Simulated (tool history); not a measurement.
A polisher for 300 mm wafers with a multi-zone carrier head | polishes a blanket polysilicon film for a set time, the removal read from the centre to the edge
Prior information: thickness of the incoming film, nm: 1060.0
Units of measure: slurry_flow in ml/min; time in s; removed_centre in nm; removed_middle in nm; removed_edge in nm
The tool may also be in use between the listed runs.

run,day,slurry_flow,centre_zone,middle_zone,edge_zone,time,removed_centre,removed_middle,removed_edge
1,0,175,1,1,1,59,422.59,414.53,426.72
2,0.121,175,0.96,1,1,59,404.17,420.37,432.38
3,0.479,175,0.96,1,1,69,474.94,492.13,496.07
4,0.567,175,0.96,0.92,1,69,470.26,459.97,503.35
5,0.788,160,0.94,0.89,0.98,66,435.05,420.49,463.81
6,0.942,160,0.94,0.89,1.01,66,432.15,421.26,470.78
7,1.121,150,0.92,0.87,1.01,64,407.65,395.09,458.72
8,1.425,140,0.89,0.86,0.99,63,384.54,373.51,436.71
9,1.646,135,0.87,0.86,0.98,62,364.55,367.99,428.46
10,1.908,130,0.86,0.85,0.96,62,355.91,363.08,419.5
11,2.012,125,0.85,0.84,0.95,62,344.83,354.91,418.42
12,2.308,120,0.85,0.83,0.94,62,342.27,353.98,413.91

What does the tool deliver on the next run?
13,2.354,120,0.85,0.82,0.94,61,?,?,?

For run 13 the tool returned removed_centre 335.02 nm, removed_middle 343.81 nm, removed_edge 407.6 nm.
